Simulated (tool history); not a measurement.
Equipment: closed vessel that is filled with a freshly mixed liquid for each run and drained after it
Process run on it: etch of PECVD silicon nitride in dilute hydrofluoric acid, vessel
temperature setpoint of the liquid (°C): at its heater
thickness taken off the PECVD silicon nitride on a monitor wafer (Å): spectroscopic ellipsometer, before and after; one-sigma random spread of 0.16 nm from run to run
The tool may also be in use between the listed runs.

run,hour,temperature setpoint of the liquid (°C),parts of water to one part of 49 % hydrofluoric acid (parts by volume),time in the liquid (s),thickness taken off the PECVD silicon nitride on a monitor wafer (Å)
1,0,22,125,990,128.55
2,1.1,22,155,990,103.89
3,4.5,24.5,155,990,119.77
4,11.8,22.5,155,990,105.87
5,18.1,22.5,155,990,108.24
6,24.7,24.5,150,990,124.36
7,30.9,26,145,990,144.34

Run 8 is up next; what results do you expect?
8,36.4,27,145,990,?

{"run 8": {"thickness taken off the PECVD silicon nitride on a monitor wafer (Å)": 153.95}}

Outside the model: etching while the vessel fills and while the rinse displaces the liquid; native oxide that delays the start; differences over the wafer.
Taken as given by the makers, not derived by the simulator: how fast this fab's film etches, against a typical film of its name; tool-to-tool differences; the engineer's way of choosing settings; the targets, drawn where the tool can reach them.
